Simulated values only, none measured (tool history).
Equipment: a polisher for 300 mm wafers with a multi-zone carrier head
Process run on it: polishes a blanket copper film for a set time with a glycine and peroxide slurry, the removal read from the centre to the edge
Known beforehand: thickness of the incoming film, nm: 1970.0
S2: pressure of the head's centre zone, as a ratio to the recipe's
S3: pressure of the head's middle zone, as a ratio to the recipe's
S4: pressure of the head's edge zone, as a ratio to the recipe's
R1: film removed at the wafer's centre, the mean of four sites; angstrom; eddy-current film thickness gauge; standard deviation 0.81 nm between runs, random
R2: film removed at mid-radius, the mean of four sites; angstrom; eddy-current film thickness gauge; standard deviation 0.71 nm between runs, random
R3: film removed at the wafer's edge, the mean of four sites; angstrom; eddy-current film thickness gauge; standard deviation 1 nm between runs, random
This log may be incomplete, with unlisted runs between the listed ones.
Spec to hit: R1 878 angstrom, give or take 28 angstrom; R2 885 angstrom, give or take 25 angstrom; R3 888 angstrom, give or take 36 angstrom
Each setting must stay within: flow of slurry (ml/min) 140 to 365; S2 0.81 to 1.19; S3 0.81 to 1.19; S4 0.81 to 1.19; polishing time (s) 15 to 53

run 1 day=0 | flow_of_slurry_(ml/min)=235 S2=1 S3=1 S4=1 polishing_time_(s)=34 | R1=1722.8 R2=1688.1 R3=1735.9
run 2 day=0.071 | flow_of_slurry_(ml/min)=230 S2=0.99 S3=0.99 S4=0.98 polishing_time_(s)=32 | R1=1560.6 R2=1583.8 R3=1620.9
run 3 day=0.138 | flow_of_slurry_(ml/min)=230 S2=0.91 S3=0.99 S4=0.98 polishing_time_(s)=32 | R1=1436.9 R2=1582.2 R3=1600.1
run 4 day=0.496 | flow_of_slurry_(ml/min)=225 S2=0.92 S3=0.98 S4=0.96 polishing_time_(s)=30 | R1=1359.9 R2=1493.7 R3=1491.6
run 5 day=0.846 | flow_of_slurry_(ml/min)=265 S2=0.92 S3=0.98 S4=0.96 polishing_time_(s)=30 | R1=1385.1 R2=1510.2 R3=1506.2
run 6 day=0.95 | flow_of_slurry_(ml/min)=260 S2=0.93 S3=0.96 S4=0.94 polishing_time_(s)=28 | R1=1291.6 R2=1389.5 R3=1394.5
run 7 day=1.008 | flow_of_slurry_(ml/min)=260 S2=0.94 S3=0.95 S4=0.93 polishing_time_(s)=26 | R1=1247.9 R2=1271.4 R3=1293.6
run 8 day=1.221 | flow_of_slurry_(ml/min)=260 S2=0.94 S3=0.95 S4=0.93 polishing_time_(s)=26 | R1=1209.6 R2=1258.2 R3=1307.7
run 9 day=1.417 | flow_of_slurry_(ml/min)=265 S2=0.95 S3=0.95 S4=0.92 polishing_time_(s)=25 | R1=1193.9 R2=1242.9 R3=1245.5
run 10 day=1.592 | flow_of_slurry_(ml/min)=265 S2=0.95 S3=0.94 S4=0.91 polishing_time_(s)=24 | R1=1140.1 R2=1164.7 R3=1182.1
run 11 day=1.946 | flow_of_slurry_(ml/min)=250 S2=0.92 S3=0.91 S4=0.81 polishing_time_(s)=16 | R1=734.09 R2=764.83 R3=745.5
run 12 day=2.196 | flow_of_slurry_(ml/min)=260 S2=0.92 S3=0.91 S4=0.82 polishing_time_(s)=16 | R1=739.31 R2=754.78 R3=744.49
run 13 day=2.55 | flow_of_slurry_(ml/min)=265 S2=0.93 S3=0.92 S4=0.84 polishing_time_(s)=16 | R1=748.16 R2=780.81 R3=763.44

Next run, 5 choices. One meets every target within its allowed miss, the rest don't. Which?
run A day=2.904 | flow_of_slurry_(ml/min)=235 S2=0.91 S3=0.86 S4=0.81 polishing_time_(s)=21 | R1=? R2=? R3=?
run B day=2.904 | flow_of_slurry_(ml/min)=275 S2=1.16 S3=0.94 S4=0.81 polishing_time_(s)=16 | R1=? R2=? R3=?
run C day=2.904 | flow_of_slurry_(ml/min)=230 S2=0.94 S3=0.88 S4=0.84 polishing_time_(s)=19 | R1=? R2=? R3=?
run D day=2.904 | flow_of_slurry_(ml/min)=230 S2=0.89 S3=0.92 S4=0.81 polishing_time_(s)=20 | R1=? R2=? R3=?
run E day=2.904 | flow_of_slurry_(ml/min)=305 S2=1.16 S3=1.09 S4=0.81 polishing_time_(s)=16 | R1=? R2=? R3=?

move=A R1=954.7 R2=954.97 R3=970.39
move=B R1=947.82 R2=780.84 R3=748.7
move=C R1=889.96 R2=873.57 R3=890.17
move=D R1=886.76 R2=945.1 R3=921.8
move=E R1=959.48 R2=866.99 R3=753.46
A: pushes the last run's worst result past its target
B: pushes the last run's worst result past its target
C: meets every target
D: brings the last run's worst result on target, with another outside its allowed miss
E: pushes the last run's worst result past its target
Answer: C
